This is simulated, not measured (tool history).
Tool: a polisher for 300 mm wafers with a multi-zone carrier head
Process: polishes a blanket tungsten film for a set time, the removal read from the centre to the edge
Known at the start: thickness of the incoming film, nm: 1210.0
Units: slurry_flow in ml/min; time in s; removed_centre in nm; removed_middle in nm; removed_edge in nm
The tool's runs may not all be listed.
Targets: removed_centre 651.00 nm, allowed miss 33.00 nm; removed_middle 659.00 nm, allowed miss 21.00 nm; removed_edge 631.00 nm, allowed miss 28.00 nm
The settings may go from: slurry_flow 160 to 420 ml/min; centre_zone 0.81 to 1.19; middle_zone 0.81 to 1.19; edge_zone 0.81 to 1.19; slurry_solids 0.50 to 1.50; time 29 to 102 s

| run | day | slurry_flow | centre_zone | middle_zone | edge_zone | slurry_solids | time | removed_centre | removed_middle | removed_edge |
|---|---|---|---|---|---|---|---|---|---|---|
| 1 | 0.000 | 270 | 1.00 | 1.00 | 1.00 | 1.00 | 65 | 465.17 | 453.64 | 467.49 |
| 2 | 0.362 | 275 | 1.02 | 1.03 | 1.02 | 1.15 | 67 | 536.03 | 507.32 | 514.91 |
| 3 | 0.529 | 280 | 1.02 | 1.07 | 1.05 | 1.20 | 68 | 541.78 | 537.82 | 524.66 |
| 4 | 0.896 | 280 | 1.02 | 1.08 | 1.06 | 1.30 | 69 | 545.58 | 557.56 | 555.01 |
| 5 | 1.133 | 285 | 1.04 | 1.10 | 1.07 | 1.35 | 70 | 567.54 | 585.20 | 560.70 |
| 6 | 1.221 | 285 | 1.04 | 1.10 | 1.07 | 1.15 | 70 | 549.12 | 561.39 | 530.51 |
| 7 | 1.438 | 285 | 1.05 | 1.10 | 1.07 | 1.25 | 71 | 574.30 | 581.44 | 563.74 |
| 8 | 1.600 | 290 | 1.06 | 1.11 | 1.08 | 1.30 | 71 | 590.80 | 580.62 | 570.93 |
| 9 | 1.950 | 290 | 1.06 | 1.12 | 1.08 | 1.35 | 72 | 586.71 | 605.35 | 581.65 |
| 10 | 2.179 | 290 | 1.07 | 1.13 | 1.08 | 1.40 | 73 | 602.79 | 627.93 | 605.16 |
| 11 | 2.396 | 295 | 1.09 | 1.14 | 1.08 | 1.40 | 73 | 621.03 | 632.21 | 587.40 |
| 12 | 2.671 | 295 | 1.09 | 1.14 | 1.09 | 1.45 | 73 | 646.71 | 632.39 | 598.68 |

4 next moves are on the table. One of them brings every result within its allowed miss. Which?
| A | 2.946 | 350 | 1.02 | 1.14 | 1.02 | 1.40 | 80 | ? | ? | ? |
| B | 2.946 | 285 | 1.05 | 1.19 | 1.02 | 1.35 | 80 | ? | ? | ? |
| C | 2.946 | 265 | 0.93 | 1.13 | 1.08 | 1.30 | 79 | ? | ? | ? |
| D | 2.946 | 390 | 1.01 | 1.11 | 1.05 | 1.25 | 79 | ? | ? | ? |

| move | removed_centre | removed_middle | removed_edge |
|---|---|---|---|
| A | 663.52 | 706.53 | 643.34 |
| B | 661.57 | 716.61 | 631.00 |
| C | 592.48 | 668.51 | 633.57 |
| D | 638.86 | 669.41 | 631.54 |
A: takes the result that was furthest off past its target
B: takes the result that was furthest off past its target
C: brings the result that was furthest off to its target, and leaves another outside
D: meets every target
Answer: D
